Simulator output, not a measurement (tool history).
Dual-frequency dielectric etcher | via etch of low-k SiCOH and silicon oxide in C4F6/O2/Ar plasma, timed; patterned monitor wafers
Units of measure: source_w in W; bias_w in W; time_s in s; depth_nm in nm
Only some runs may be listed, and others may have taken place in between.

Run 1, hour 0: source_w 460 W, bias_w 259 W, time_s 111 s. Result: depth_nm 350.43 nm.
Run 2, hour 2.3: source_w 440 W, bias_w 258 W, time_s 111 s. Result: depth_nm 342.88 nm.
Run 3, hour 9.2: source_w 440 W, bias_w 258 W, time_s 111 s. Result: depth_nm 343.38 nm.
Run 4, hour 14.1: source_w 440 W, bias_w 258 W, time_s 115.5 s. Result: depth_nm 354.75 nm.
Run 5, hour 17.1: source_w 420 W, bias_w 257 W, time_s 115.5 s. Result: depth_nm 352.5 nm.
Run 6, hour 21.9: source_w 400 W, bias_w 256 W, time_s 115.5 s. Result: depth_nm 345.01 nm.
Run 7, hour 29.5: source_w 380 W, bias_w 255 W, time_s 115.5 s. Result: depth_nm 338 nm.
Run 8, hour 32.5: source_w 370 W, bias_w 254 W, time_s 115.5 s. Result: depth_nm 336.7 nm.
Run 9, hour 34: source_w 360 W, bias_w 253 W, time_s 115.5 s. Result: depth_nm 331.3 nm.
Run 10, hour 41.7: source_w 350 W, bias_w 252 W, time_s 115.5 s. Result: depth_nm 329.44 nm.
Run 11, hour 49: source_w 340 W, bias_w 251 W, time_s 115.5 s. Result: depth_nm 325.81 nm.
Run 12, hour 57.6: source_w 330 W, bias_w 251 W, time_s 115.5 s. Result: depth_nm 323.06 nm.
At hour 66.4: wet clean of the chamber.
Run 13, hour 66.4: source_w 320 W, bias_w 251 W, time_s 115.5 s. Result: depth_nm 334.01 nm.
Run 14, hour 69: source_w 320 W, bias_w 245 W, time_s 115.5 s. Result: depth_nm 326.9 nm.
Run 15, hour 73: source_w 320 W, bias_w 245 W, time_s 115.5 s. Result: depth_nm 330.1 nm.
Run 16, hour 78: source_w 310 W, bias_w 247 W, time_s 115 s. Result: depth_nm 325.93 nm.
Run 17, hour 82.6: source_w 310 W, bias_w 242 W, time_s 114.5 s. Result: depth_nm 319.45 nm.
Run 18, hour 84.2: source_w 300 W, bias_w 241 W, time_s 114.5 s. Result: depth_nm 318.5 nm.

Run 19 is up next; what results do you expect?
Run 19, hour 89.7: source_w 300 W, bias_w 239 W, time_s 114.5 s. Result: depth_nm ?.

{"run 19": {"depth_nm": 314.53}}
